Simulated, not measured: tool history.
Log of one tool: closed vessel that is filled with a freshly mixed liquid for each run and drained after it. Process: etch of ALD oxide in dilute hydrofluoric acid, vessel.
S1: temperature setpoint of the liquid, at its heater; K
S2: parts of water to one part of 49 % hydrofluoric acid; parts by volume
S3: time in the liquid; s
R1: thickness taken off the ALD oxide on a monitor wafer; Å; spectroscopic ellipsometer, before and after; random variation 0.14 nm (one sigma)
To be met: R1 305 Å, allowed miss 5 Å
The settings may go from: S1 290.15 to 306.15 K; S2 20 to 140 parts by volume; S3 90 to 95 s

run,hour,S1,S2,S3,R1
1,0,298.15,75,90,348.19
2,4.3,296.65,75,90,327.37
3,5.1,296.15,75,90,318.97
4,12.3,296.15,75,90,320.82
5,19.5,295.65,75,90,314.53
6,24.7,295.65,60,90,401.73
7,26.2,294.15,60,90,375.09
8,33.7,293.15,60,90,361.83
9,40.5,292.65,60,90,354.4
10,44.6,292.15,60,90,344.45
11,52.1,291.65,60,90,338.27

4 next moves are on the table. One of them brings every result within its allowed miss. Which?
A,59.6,290.65,65,90,?
B,59.6,290.15,65,90,?
C,59.6,291.15,65,90,?
D,59.6,290.15,60,90,?

move,R1
A,296.14
B,289.84
C,302.54
D,315.72
A: takes the result that was furthest off past its target
B: takes the result that was furthest off past its target
C: meets every target
D: nearer than the last run, and not there yet
Move C is the one to make.
